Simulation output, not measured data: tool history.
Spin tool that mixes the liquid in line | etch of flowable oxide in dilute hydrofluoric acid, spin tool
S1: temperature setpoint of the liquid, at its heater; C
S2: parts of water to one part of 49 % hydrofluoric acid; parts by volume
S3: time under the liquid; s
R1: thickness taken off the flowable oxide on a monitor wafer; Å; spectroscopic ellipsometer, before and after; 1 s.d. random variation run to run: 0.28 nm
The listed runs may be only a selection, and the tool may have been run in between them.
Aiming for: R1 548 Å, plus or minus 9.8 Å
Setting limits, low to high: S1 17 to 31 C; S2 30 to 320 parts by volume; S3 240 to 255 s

{"run": 1, "hour": 0.0, "S1": 23, "S2": 175, "S3": 240, "R1": 458.28}
{"run": 2, "hour": 6.9, "S1": 24, "S2": 175, "S3": 240, "R1": 471.71}
{"run": 3, "hour": 13.8, "S1": 25, "S2": 175, "S3": 240, "R1": 488.07}
{"run": 4, "hour": 15.6, "S1": 26, "S2": 175, "S3": 240, "R1": 509.89}
{"run": 5, "hour": 18.5, "S1": 26, "S2": 115, "S3": 240, "R1": 841.73}
{"run": 6, "hour": 21.0, "S1": 24, "S2": 120, "S3": 240, "R1": 736.81}
{"run": 7, "hour": 26.3, "S1": 22.5, "S2": 120, "S3": 240, "R1": 688.09}
{"run": 8, "hour": 29.0, "S1": 21.5, "S2": 120, "S3": 240, "R1": 667.59}
{"run": 9, "hour": 34.8, "S1": 20.5, "S2": 120, "S3": 240, "R1": 637.63}
{"run": 10, "hour": 37.1, "S1": 19.5, "S2": 120, "S3": 240, "R1": 614.56}
{"run": 11, "hour": 38.2, "S1": 19, "S2": 120, "S3": 240, "R1": 598.14}
{"run": 12, "hour": 47.0, "S1": 18.5, "S2": 120, "S3": 240, "R1": 593.12}
{"run": 13, "hour": 49.3, "S1": 18, "S2": 120, "S3": 240, "R1": 578.18}
{"run": 14, "hour": 53.7, "S1": 17.5, "S2": 120, "S3": 240, "R1": 567.39}

Consider the 5 candidate settings below. Which is the only one whose results all fall within their allowed miss of target?
{"run": "A", "hour": 58.1, "S1": 17.5, "S2": 120, "S3": 245, "R1": "?"}
{"run": "B", "hour": 58.1, "S1": 18.5, "S2": 135, "S3": 255, "R1": "?"}
{"run": "C", "hour": 58.1, "S1": 17, "S2": 125, "S3": 255, "R1": "?"}
{"run": "D", "hour": 58.1, "S1": 18, "S2": 125, "S3": 245, "R1": "?"}
{"run": "E", "hour": 58.1, "S1": 18, "S2": 125, "S3": 250, "R1": "?"}

move=A R1=577.6
move=B R1=548.34
move=C R1=562.41
move=D R1=563.19
move=E R1=574.68
A: lands further from the targets than the last run did
B: in spec on every target
C: nearer than the last run, and not there yet
D: nearer than the last run, and not there yet
E: lands further from the targets than the last run did
So the answer is move B, the one that meets all the targets.
